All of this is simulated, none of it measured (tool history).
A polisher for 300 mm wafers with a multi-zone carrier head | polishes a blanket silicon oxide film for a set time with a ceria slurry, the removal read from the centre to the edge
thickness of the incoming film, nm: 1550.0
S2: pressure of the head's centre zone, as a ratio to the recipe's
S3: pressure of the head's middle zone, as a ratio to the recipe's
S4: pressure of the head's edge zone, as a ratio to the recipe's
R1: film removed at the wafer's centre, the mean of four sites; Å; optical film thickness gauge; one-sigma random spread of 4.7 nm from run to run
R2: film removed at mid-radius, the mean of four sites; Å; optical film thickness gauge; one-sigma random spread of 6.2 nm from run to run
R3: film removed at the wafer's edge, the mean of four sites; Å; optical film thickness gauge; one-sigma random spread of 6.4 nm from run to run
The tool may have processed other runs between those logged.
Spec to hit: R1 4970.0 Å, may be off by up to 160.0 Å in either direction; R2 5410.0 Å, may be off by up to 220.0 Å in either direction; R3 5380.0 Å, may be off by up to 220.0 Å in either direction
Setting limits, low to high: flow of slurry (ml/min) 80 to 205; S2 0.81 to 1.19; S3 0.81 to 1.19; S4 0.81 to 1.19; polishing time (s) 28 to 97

Run 1, day 0.000: flow of slurry (ml/min) 135, S2 1.00, S3 1.00, S4 1.00, polishing time (s) 62. Result: R1 3231.1 Å, R2 3350.1 Å, R3 3175.7 Å.
Run 2, day 0.225: flow of slurry (ml/min) 135, S2 0.96, S3 1.00, S4 1.00, polishing time (s) 62. Result: R1 3181.2 Å, R2 3315.3 Å, R3 3284.6 Å.
Run 3, day 0.275: flow of slurry (ml/min) 140, S2 0.96, S3 1.01, S4 1.01, polishing time (s) 65. Result: R1 3272.8 Å, R2 3549.3 Å, R3 3429.0 Å.
Run 4, day 0.433: flow of slurry (ml/min) 120, S2 0.96, S3 1.01, S4 1.01, polishing time (s) 65. Result: R1 3218.8 Å, R2 3444.9 Å, R3 3355.7 Å.
Run 5, day 0.788: flow of slurry (ml/min) 120, S2 0.96, S3 1.01, S4 1.07, polishing time (s) 65. Result: R1 3179.4 Å, R2 3322.7 Å, R3 3419.0 Å.
Run 6, day 1.000: flow of slurry (ml/min) 120, S2 0.96, S3 1.01, S4 1.04, polishing time (s) 65. Result: R1 3218.4 Å, R2 3389.8 Å, R3 3423.8 Å.
Run 7, day 1.133: flow of slurry (ml/min) 125, S2 0.96, S3 1.02, S4 1.05, polishing time (s) 69. Result: R1 3389.9 Å, R2 3628.8 Å, R3 3621.4 Å.
Run 8, day 1.217: flow of slurry (ml/min) 130, S2 0.96, S3 1.02, S4 1.06, polishing time (s) 73. Result: R1 3671.5 Å, R2 3909.0 Å, R3 3897.8 Å.
Run 9, day 1.296: flow of slurry (ml/min) 135, S2 0.96, S3 1.02, S4 1.07, polishing time (s) 76. Result: R1 3815.0 Å, R2 4101.2 Å, R3 4152.3 Å.
Run 10, day 1.483: flow of slurry (ml/min) 140, S2 0.97, S3 1.02, S4 1.08, polishing time (s) 78. Result: R1 4049.8 Å, R2 4134.4 Å, R3 4219.0 Å.
At day 1.812: worn pad replaced by a new one.
Run 11, day 1.812: flow of slurry (ml/min) 145, S2 0.97, S3 1.03, S4 1.08, polishing time (s) 80. Result: R1 4415.5 Å, R2 4786.0 Å, R3 4643.7 Å.
Run 12, day 1.958: flow of slurry (ml/min) 150, S2 0.97, S3 1.03, S4 1.09, polishing time (s) 80. Result: R1 4493.1 Å, R2 4759.4 Å, R3 4801.7 Å.
Run 13, day 1.996: flow of slurry (ml/min) 155, S2 0.97, S3 1.03, S4 1.09, polishing time (s) 80. Result: R1 4526.2 Å, R2 4720.8 Å, R3 4728.9 Å.

Below are 5 possible settings for the next run. Only one of them brings all results inside the allowed miss of their targets. Which is it?
Run A, day 2.033: flow of slurry (ml/min) 160, S2 1.10, S3 0.97, S4 1.12, polishing time (s) 70. Result: R1 ?, R2 ?, R3 ?.
Run B, day 2.033: flow of slurry (ml/min) 130, S2 0.97, S3 1.11, S4 1.13, polishing time (s) 91. Result: R1 ?, R2 ?, R3 ?.
Run C, day 2.033: flow of slurry (ml/min) 95, S2 0.90, S3 1.19, S4 1.07, polishing time (s) 94. Result: R1 ?, R2 ?, R3 ?.
Run D, day 2.033: flow of slurry (ml/min) 150, S2 0.87, S3 1.04, S4 1.16, polishing time (s) 82. Result: R1 ?, R2 ?, R3 ?.
Run E, day 2.033: flow of slurry (ml/min) 160, S2 1.05, S3 1.10, S4 0.92, polishing time (s) 84. Result: R1 ?, R2 ?, R3 ?.

move      R1      R2      R3
   A  4481.9  4083.3  4220.6
   B  5013.3  5509.7  5364.8
   C  4525.1  5569.5  5202.3
   D  4219.7  4914.1  4971.4
   E  5162.4  5237.6  4715.6
A: misses by more than the last run did
B: each result inside its tolerance
C: brings the result that was furthest off to its target, and leaves another outside
D: misses by more than the last run did
E: brings the result that was furthest off to its target, and leaves another outside
B meets every target.
